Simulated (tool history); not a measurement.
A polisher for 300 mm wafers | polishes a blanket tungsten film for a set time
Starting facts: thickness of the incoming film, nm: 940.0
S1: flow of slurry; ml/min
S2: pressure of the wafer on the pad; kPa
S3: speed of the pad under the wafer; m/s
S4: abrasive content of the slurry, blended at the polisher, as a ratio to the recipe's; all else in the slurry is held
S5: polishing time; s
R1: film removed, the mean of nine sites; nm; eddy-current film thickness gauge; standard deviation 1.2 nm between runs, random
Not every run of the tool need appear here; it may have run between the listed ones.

run 1 hour=0.0 | S1=275 S2=17.9 S3=1.02 S4=1.0 S5=58 | R1=174.500
run 2 hour=6.5 | S1=275 S2=17.9 S3=0.90 S4=1.0 S5=58 | R1=161.260
run 3 hour=8.9 | S1=275 S2=17.9 S3=1.16 S4=1.0 S5=58 | R1=197.050
run 4 hour=13.3 | S1=275 S2=17.9 S3=1.16 S4=1.0 S5=61 | R1=211.490
run 5 hour=16.5 | S1=275 S2=17.9 S3=1.30 S4=1.0 S5=61 | R1=227.550
run 6 hour=22.4 | S1=275 S2=16.5 S3=1.20 S4=1.0 S5=61 | R1=200.200
run 7 hour=29.9 | S1=275 S2=15.2 S3=1.12 S4=1.0 S5=61 | R1=174.570
run 8 hour=34.5 | S1=275 S2=13.8 S3=1.06 S4=1.0 S5=61 | R1=147.260
run 9 hour=43.2 | S1=275 S2=13.1 S3=1.02 S4=1.0 S5=61 | R1=138.510
run 10 hour=47.8 | S1=275 S2=12.4 S3=0.98 S4=1.0 S5=61 | R1=121.530
run 11 hour=51.9 | S1=275 S2=11.7 S3=0.98 S4=1.0 S5=61 | R1=118.570

Run 12 has not been measured yet. What should we expect?
run 12 hour=60.4 | S1=275 S2=8.3 S3=0.80 S4=1.0 S5=61 | R1=?

R1: 71.259 nm
